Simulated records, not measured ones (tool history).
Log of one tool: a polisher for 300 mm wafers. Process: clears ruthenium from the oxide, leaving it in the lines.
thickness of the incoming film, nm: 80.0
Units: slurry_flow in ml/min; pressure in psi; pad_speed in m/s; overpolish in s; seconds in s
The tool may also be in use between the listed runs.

run,hour,slurry_flow,pressure,pad_speed,overpolish,seconds
1,0.0,185,1.6,1.06,5,91.675
2,0.7,185,2.0,1.06,5,73.781
3,4.8,165,2.0,1.06,5,75.508
4,6.0,190,2.0,1.06,5,74.736
5,13.9,190,1.9,1.06,5,77.609
6,22.8,185,1.8,1.06,5,82.279

Forecast run 7:
# hour 28.2: slurry nozzle cleaned
7,28.2,185,1.7,1.06,5,?

{"run 7": {"seconds": 83.978}}
